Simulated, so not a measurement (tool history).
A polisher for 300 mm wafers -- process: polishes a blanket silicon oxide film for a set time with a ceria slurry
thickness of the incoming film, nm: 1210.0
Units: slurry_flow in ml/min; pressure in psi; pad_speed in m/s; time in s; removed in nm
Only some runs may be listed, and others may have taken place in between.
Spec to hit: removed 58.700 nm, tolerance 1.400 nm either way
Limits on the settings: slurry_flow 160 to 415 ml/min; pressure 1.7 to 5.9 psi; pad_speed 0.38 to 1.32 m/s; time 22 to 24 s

{"run": 1, "hour": 0.0, "slurry_flow": 265, "pressure": 3.8, "pad_speed": 0.84, "time": 24, "removed": 90.482}
{"run": 2, "hour": 8.9, "slurry_flow": 320, "pressure": 3.8, "pad_speed": 0.84, "time": 24, "removed": 93.618}
{"run": 3, "hour": 16.1, "slurry_flow": 300, "pressure": 3.3, "pad_speed": 0.84, "time": 24, "removed": 78.886}
{"run": 4, "hour": 17.2, "slurry_flow": 285, "pressure": 3.1, "pad_speed": 0.84, "time": 24, "removed": 75.185}
{"run": 5, "hour": 19.1, "slurry_flow": 285, "pressure": 3.1, "pad_speed": 0.84, "time": 24, "removed": 74.32}
{"run": 6, "hour": 21.5, "slurry_flow": 275, "pressure": 2.9, "pad_speed": 0.84, "time": 24, "removed": 69.814}
{"run": 7, "hour": 28.7, "slurry_flow": 265, "pressure": 2.8, "pad_speed": 0.84, "time": 24, "removed": 67.309}
{"run": 8, "hour": 36.2, "slurry_flow": 255, "pressure": 2.7, "pad_speed": 0.84, "time": 24, "removed": 64.907}
{"run": 9, "hour": 40.6, "slurry_flow": 240, "pressure": 2.6, "pad_speed": 0.84, "time": 24, "removed": 62.614}
{"run": 10, "hour": 46.3, "slurry_flow": 230, "pressure": 2.6, "pad_speed": 0.84, "time": 24, "removed": 61.815}
{"run": 11, "hour": 51.7, "slurry_flow": 220, "pressure": 2.6, "pad_speed": 0.84, "time": 24, "removed": 61.572}
{"run": 12, "hour": 59.7, "slurry_flow": 210, "pressure": 2.6, "pad_speed": 0.84, "time": 24, "removed": 61.631}
{"run": 13, "hour": 62.8, "slurry_flow": 205, "pressure": 2.4, "pad_speed": 0.84, "time": 24, "removed": 56.144}
{"run": 14, "hour": 68.4, "slurry_flow": 215, "pressure": 2.4, "pad_speed": 0.84, "time": 24, "removed": 57.046}

Next run, 4 choices. One meets every target within its allowed miss, the rest don't. Which?
{"run": "A", "hour": 74.0, "slurry_flow": 220, "pressure": 2.9, "pad_speed": 0.72, "time": 24, "removed": "?"}
{"run": "B", "hour": 74.0, "slurry_flow": 360, "pressure": 2.3, "pad_speed": 0.82, "time": 24, "removed": "?"}
{"run": "C", "hour": 74.0, "slurry_flow": 200, "pressure": 2.7, "pad_speed": 0.8, "time": 22, "removed": "?"}
{"run": "D", "hour": 74.0, "slurry_flow": 235, "pressure": 2.5, "pad_speed": 0.76, "time": 24, "removed": "?"}

move=A removed=58.319
move=B removed=55.823
move=C removed=54.499
move=D removed=53.773
A: every result within its allowed miss
B: misses by more than the last run did
C: misses by more than the last run did
D: misses by more than the last run did
So the answer is move A, the one that meets all the targets.

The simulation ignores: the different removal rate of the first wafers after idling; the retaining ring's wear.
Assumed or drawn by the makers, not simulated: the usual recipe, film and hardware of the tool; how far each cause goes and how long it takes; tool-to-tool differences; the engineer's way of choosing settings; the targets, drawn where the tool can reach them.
